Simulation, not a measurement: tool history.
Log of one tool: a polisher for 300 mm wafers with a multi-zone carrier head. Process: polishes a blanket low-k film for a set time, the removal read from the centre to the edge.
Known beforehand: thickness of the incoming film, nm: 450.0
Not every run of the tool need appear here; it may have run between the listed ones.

| run | day | flow of slurry (ml/min) | pressure of the head's centre zone | pressure of the head's middle zone | pressure of the head's edge zone | abrasive content of the slurry | polishing time (s) | film removed at the wafer's centre (nm) | film removed at mid-radius (nm) | film removed at the wafer's edge (nm) |
|---|---|---|---|---|---|---|---|---|---|---|
| 1 | 0.000 | 225 | 1.00 | 1.00 | 1.00 | 1.00 | 79 | 33.191 | 33.953 | 34.078 |
| 2 | 0.262 | 220 | 1.01 | 0.97 | 0.98 | 0.90 | 77 | 31.373 | 30.352 | 31.500 |
| 3 | 0.412 | 260 | 1.01 | 0.97 | 0.98 | 0.90 | 77 | 32.579 | 31.294 | 31.694 |
| 4 | 0.742 | 260 | 0.93 | 0.97 | 0.98 | 0.90 | 77 | 30.120 | 31.195 | 32.161 |
| 5 | 0.812 | 255 | 0.94 | 0.95 | 0.96 | 0.85 | 75 | 28.166 | 29.092 | 30.058 |
| 6 | 0.988 | 250 | 0.96 | 0.93 | 0.94 | 0.80 | 74 | 27.315 | 27.508 | 27.833 |
| 7 | 1.175 | 235 | 0.98 | 0.91 | 0.95 | 0.75 | 73 | 26.635 | 25.289 | 26.838 |
| 8 | 1.204 | 225 | 0.99 | 0.89 | 0.94 | 0.70 | 73 | 25.912 | 23.225 | 25.375 |
| 9 | 1.550 | 215 | 0.99 | 0.88 | 0.92 | 0.70 | 73 | 25.220 | 23.464 | 25.679 |
| 10 | 1.908 | 215 | 1.00 | 0.87 | 0.91 | 0.65 | 73 | 24.268 | 22.297 | 24.340 |
| 11 | 2.150 | 210 | 1.02 | 0.86 | 0.90 | 0.65 | 73 | 25.250 | 21.783 | 24.193 |
| 12 | 2.462 | 205 | 1.02 | 0.85 | 0.89 | 0.65 | 73 | 24.803 | 21.763 | 23.884 |
| 13 | 2.725 | 195 | 1.03 | 0.84 | 0.88 | 0.65 | 73 | 24.607 | 21.030 | 23.821 |
| 14 | 2.767 | 195 | 1.03 | 0.84 | 0.87 | 0.65 | 73 | 24.625 | 21.279 | 23.532 |

Run 15 is up next; what results do you expect?
| 15 | 2.846 | 190 | 1.03 | 0.83 | 0.86 | 0.65 | 73 | ? | ? | ? |

{"run 15": {"film removed at the wafer's centre (nm)": 24.119, "film removed at mid-radius (nm)": 20.644, "film removed at the wafer's edge (nm)": 23.335}}
